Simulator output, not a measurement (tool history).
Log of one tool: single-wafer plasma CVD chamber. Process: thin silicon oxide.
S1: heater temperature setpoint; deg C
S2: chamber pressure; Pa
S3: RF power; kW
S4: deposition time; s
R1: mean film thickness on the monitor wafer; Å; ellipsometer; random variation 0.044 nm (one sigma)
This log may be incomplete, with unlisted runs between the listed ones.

| run | hour | S1 | S2 | S3 | S4 | R1 |
|---|---|---|---|---|---|---|
| 1 | 0 | 380 | 75.3 | 0.23 | 8.7 | 100.84 |
| 2 | 2.8 | 380 | 75.3 | 0.23 | 8.7 | 99.923 |
| 3 | 6.1 | 380 | 71.3 | 0.23 | 8.7 | 94.343 |
| 4 | 8.6 | 380 | 68.4 | 0.23 | 8.7 | 91.153 |
| 5 | 10.5 | 380 | 65.7 | 0.23 | 8.7 | 87.302 |
| 6 | 17.4 | 380 | 54.1 | 0.23 | 8.7 | 72.503 |
| 7 | 19.3 | 380 | 55.1 | 0.23 | 8.7 | 74.339 |
| 8 | 20.2 | 380 | 55.6 | 0.23 | 8.7 | 74.97 |

Predict the results of run 9:
| 9 | 22.2 | 380 | 56 | 0.23 | 8.7 | ? |

{"run 9": {"R1": 75.4}}
